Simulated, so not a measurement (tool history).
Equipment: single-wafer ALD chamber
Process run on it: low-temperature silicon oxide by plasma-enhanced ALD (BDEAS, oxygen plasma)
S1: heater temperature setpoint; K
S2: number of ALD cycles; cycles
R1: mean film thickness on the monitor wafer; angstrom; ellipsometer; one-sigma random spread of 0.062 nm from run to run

{"run": 1, "hour": 0.0, "S1": 393.15, "S2": 68, "R1": 92.733}
{"run": 2, "hour": 0.6, "S1": 393.15, "S2": 72, "R1": 97.835}
{"run": 3, "hour": 7.8, "S1": 393.15, "S2": 77, "R1": 104.1}
{"run": 4, "hour": 15.4, "S1": 393.15, "S2": 79, "R1": 106.78}
{"run": 5, "hour": 18.4, "S1": 402.15, "S2": 79, "R1": 105.62}
{"run": 6, "hour": 20.1, "S1": 402.15, "S2": 86, "R1": 113.69}

For run 7, what comes out?
{"run": 7, "hour": 25.1, "S1": 402.15, "S2": 86, "R1": "?"}

R1: 114.930 angstrom

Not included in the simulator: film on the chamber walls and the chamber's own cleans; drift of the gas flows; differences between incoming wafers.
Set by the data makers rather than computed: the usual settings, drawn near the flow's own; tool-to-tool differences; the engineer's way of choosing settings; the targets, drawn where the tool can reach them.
